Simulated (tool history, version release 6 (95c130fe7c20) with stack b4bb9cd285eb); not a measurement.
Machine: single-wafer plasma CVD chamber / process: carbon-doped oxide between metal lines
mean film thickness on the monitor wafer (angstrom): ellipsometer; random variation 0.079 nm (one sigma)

run	hour	heater temperature setpoint (K)	chamber pressure (Torr)	RF power (kW)	deposition time (s)	mean film thickness on the monitor wafer (angstrom)
1	0.0	633.15	4.71	0.530	6.51	324.76
2	8.2	634.15	4.57	0.505	6.47	309.02
3	16.7	634.15	4.57	0.570	6.47	335.93
4	19.8	634.15	4.57	0.540	6.47	324.67
5	25.6	634.15	4.57	0.540	6.51	325.03
6	32.6	635.15	4.34	0.520	6.48	313.85

Run 7 is up next; what results do you expect?
7	40.1	636.15	4.24	0.500	6.45	?

mean film thickness on the monitor wafer (angstrom): 302.60

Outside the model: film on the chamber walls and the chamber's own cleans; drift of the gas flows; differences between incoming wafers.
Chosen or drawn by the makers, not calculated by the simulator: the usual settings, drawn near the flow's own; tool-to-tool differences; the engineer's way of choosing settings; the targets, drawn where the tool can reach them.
